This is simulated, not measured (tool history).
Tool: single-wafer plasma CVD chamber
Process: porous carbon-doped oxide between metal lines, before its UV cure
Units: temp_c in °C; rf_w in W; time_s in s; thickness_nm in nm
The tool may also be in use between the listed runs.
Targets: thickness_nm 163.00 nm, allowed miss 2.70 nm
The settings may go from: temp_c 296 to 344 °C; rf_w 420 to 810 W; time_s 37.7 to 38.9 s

run 1 hour=0.0 | temp_c=320 rf_w=615 time_s=37.7 | thickness_nm=186.95
run 2 hour=3.2 | temp_c=323 rf_w=610 time_s=37.7 | thickness_nm=182.34
run 3 hour=8.9 | temp_c=318 rf_w=610 time_s=37.7 | thickness_nm=187.30
run 4 hour=11.7 | temp_c=318 rf_w=540 time_s=37.7 | thickness_nm=168.83
run 5 hour=16.4 | temp_c=319 rf_w=540 time_s=37.7 | thickness_nm=167.57
run 6 hour=19.5 | temp_c=319 rf_w=490 time_s=37.7 | thickness_nm=153.84
run 7 hour=21.3 | temp_c=318 rf_w=490 time_s=37.7 | thickness_nm=154.25
run 8 hour=25.5 | temp_c=317 rf_w=490 time_s=37.7 | thickness_nm=155.04
run 9 hour=27.9 | temp_c=316 rf_w=490 time_s=37.7 | thickness_nm=156.65
run 10 hour=32.2 | temp_c=315 rf_w=490 time_s=37.7 | thickness_nm=156.87
run 11 hour=37.6 | temp_c=314 rf_w=490 time_s=37.7 | thickness_nm=156.92

Which of these 4 next moves meets every target?
run A hour=43.0 | temp_c=313 rf_w=465 time_s=38.8 | thickness_nm=?
run B hour=43.0 | temp_c=300 rf_w=470 time_s=37.7 | thickness_nm=?
run C hour=43.0 | temp_c=314 rf_w=485 time_s=37.7 | thickness_nm=?
run D hour=43.0 | temp_c=315 rf_w=470 time_s=38.6 | thickness_nm=?

move=A thickness_nm=154.01
move=B thickness_nm=162.92
move=C thickness_nm=155.95
move=D thickness_nm=153.41
A: further off than the last run
B: meets every target
C: further off than the last run
D: further off than the last run
The right move is B.
